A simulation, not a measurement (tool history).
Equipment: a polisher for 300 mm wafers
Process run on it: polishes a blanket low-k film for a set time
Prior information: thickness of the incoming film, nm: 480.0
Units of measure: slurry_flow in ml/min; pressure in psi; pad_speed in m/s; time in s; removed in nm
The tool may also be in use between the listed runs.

run,day,slurry_flow,pressure,pad_speed,slurry_solids,time,removed
1,0.000,275,1.2,1.10,1.0,75,22.121
2,0.100,275,1.0,1.08,1.0,75,19.452
3,0.142,220,1.0,1.08,1.0,75,18.511
4,0.388,215,0.9,1.04,1.0,75,16.770
5,0.638,215,0.9,1.04,1.1,75,17.843
6,0.838,215,0.9,1.04,1.1,79,18.589

Estimate the outcome of run 7 from the log above:
7,0.862,210,0.8,0.98,1.1,79,?

removed: 16.530 nm
